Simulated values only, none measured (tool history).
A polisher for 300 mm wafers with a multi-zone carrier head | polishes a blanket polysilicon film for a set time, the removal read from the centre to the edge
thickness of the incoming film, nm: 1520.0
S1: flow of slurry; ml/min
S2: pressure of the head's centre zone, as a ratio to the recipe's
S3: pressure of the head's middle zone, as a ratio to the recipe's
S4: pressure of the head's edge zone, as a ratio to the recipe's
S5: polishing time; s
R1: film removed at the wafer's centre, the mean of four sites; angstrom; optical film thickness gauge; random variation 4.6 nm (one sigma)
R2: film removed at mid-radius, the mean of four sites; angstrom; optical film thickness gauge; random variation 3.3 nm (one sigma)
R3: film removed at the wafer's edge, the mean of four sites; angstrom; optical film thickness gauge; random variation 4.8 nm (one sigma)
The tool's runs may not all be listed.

run,hour,S1,S2,S3,S4,S5,R1,R2,R3
1,0,270,1,1,1,55,6659.5,6353.7,6687.6
2,5.4,270,1,1.08,1,55,6749.8,6837.7,6624.5
3,9.3,330,1,1.08,1,55,6828.4,6951.1,6705.3
4,12.9,300,1,1.08,1,55,6825.4,6824.3,6525.1
5,14.7,300,1.01,1.06,0.98,50,6261.4,6067.5,5961.9
6,19.7,300,1.01,0.98,0.98,50,6325.3,5865.1,6047.6

The next listed run, before its measurement:
7,24.8,300,1.01,0.97,0.96,46,?,?,?

R1: 5771 angstrom
R2: 5304.3 angstrom
R3: 5388.7 angstrom
